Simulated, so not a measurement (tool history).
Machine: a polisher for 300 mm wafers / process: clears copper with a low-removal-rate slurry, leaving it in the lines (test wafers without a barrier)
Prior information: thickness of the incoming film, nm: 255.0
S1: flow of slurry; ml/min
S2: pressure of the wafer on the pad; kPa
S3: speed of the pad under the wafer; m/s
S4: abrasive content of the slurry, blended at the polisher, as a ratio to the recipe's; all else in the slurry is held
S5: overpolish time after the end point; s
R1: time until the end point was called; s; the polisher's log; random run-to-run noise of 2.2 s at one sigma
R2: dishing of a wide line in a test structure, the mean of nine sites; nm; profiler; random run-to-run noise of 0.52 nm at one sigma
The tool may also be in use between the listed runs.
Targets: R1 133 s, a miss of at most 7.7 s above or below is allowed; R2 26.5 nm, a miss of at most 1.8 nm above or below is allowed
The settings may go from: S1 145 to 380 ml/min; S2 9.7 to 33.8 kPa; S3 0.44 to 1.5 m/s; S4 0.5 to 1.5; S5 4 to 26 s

run	day	S1	S2	S3	S4	S5	R1	R2
1	0	245	21.4	0.96	1	13	88.019	31.885
2	0.225	245	21.4	1.1	1	13	78.749	34.139
3	0.5	245	19.3	1.08	1	14	88.65	32.058
4	0.621	245	17.9	1.06	1	15	96.605	31.677
5	0.708	300	17.9	1.06	1	15	92.299	31.605
6	1.004	260	17.9	1.06	1	15	94.733	32.972
7	1.312	260	16.5	1.06	1	15	102.04	29.943
8	1.404	255	15.9	1.06	1	15	105.58	28.108
9	1.583	255	15.2	1.06	1	16	109.69	30.062
10	1.825	255	14.5	1.06	1	16	116.58	28.54
11	1.862	255	11.7	1.06	1	17	146.6	26.111

Next run, 4 choices. One meets every target within its allowed miss, the rest don't. Which?
A	1.9	245	10.3	1.12	0.95	19	?	?
B	1.9	215	12.4	1.2	1.3	15	?	?
C	1.9	265	10.3	1.04	1.05	20	?	?
D	1.9	240	11.7	1.2	0.95	17	?	?

move	R1	R2
A	152.18	24.853
B	118.86	25.378
C	156.03	25.419
D	130.08	26.061
A: misses by more than the last run did
B: takes the result that was furthest off past its target
C: misses by more than the last run did
D: each result inside its tolerance
Answer: D
